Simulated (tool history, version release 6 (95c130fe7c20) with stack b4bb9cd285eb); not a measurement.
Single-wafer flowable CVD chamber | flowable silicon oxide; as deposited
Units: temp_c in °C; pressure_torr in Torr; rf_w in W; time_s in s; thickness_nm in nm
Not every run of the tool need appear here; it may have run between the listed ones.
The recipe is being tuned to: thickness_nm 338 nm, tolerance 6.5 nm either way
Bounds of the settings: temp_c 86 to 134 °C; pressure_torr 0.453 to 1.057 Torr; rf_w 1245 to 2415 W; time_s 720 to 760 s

run 1 hour=0 | temp_c=110 pressure_torr=0.755 rf_w=1830 time_s=760 | thickness_nm=279.47
run 2 hour=4.7 | temp_c=110 pressure_torr=0.803 rf_w=1830 time_s=760 | thickness_nm=297.69
run 3 hour=9.5 | temp_c=110 pressure_torr=0.856 rf_w=1830 time_s=760 | thickness_nm=315.57
run 4 hour=13.6 | temp_c=109 pressure_torr=0.856 rf_w=1830 time_s=760 | thickness_nm=325.59
-- hour=19.1 thermocouple changed; heater temperature recalibrated
run 5 hour=19.1 | temp_c=108 pressure_torr=0.856 rf_w=1830 time_s=760 | thickness_nm=367.39
run 6 hour=24.4 | temp_c=109 pressure_torr=0.856 rf_w=1830 time_s=760 | thickness_nm=355.31
run 7 hour=31 | temp_c=109 pressure_torr=0.856 rf_w=1830 time_s=760 | thickness_nm=354.35
run 8 hour=39.7 | temp_c=110 pressure_torr=0.856 rf_w=1830 time_s=760 | thickness_nm=350.72

Consider the 4 candidate settings below. Which is the only one whose results all fall within their allowed miss of target?
run A hour=48.4 | temp_c=108 pressure_torr=0.882 rf_w=1855 time_s=750 | thickness_nm=?
run B hour=48.4 | temp_c=107 pressure_torr=0.869 rf_w=1280 time_s=760 | thickness_nm=?
run C hour=48.4 | temp_c=109 pressure_torr=0.921 rf_w=1820 time_s=750 | thickness_nm=?
run D hour=48.4 | temp_c=112 pressure_torr=0.97 rf_w=1815 time_s=730 | thickness_nm=?

move=A thickness_nm=371.84
move=B thickness_nm=334.01
move=C thickness_nm=375.25
move=D thickness_nm=352.48
A: moves away from the targets compared with the last run
B: hits every target within its allowed miss
C: moves away from the targets compared with the last run
D: moves away from the targets compared with the last run
So the answer is move B, the one that meets all the targets.

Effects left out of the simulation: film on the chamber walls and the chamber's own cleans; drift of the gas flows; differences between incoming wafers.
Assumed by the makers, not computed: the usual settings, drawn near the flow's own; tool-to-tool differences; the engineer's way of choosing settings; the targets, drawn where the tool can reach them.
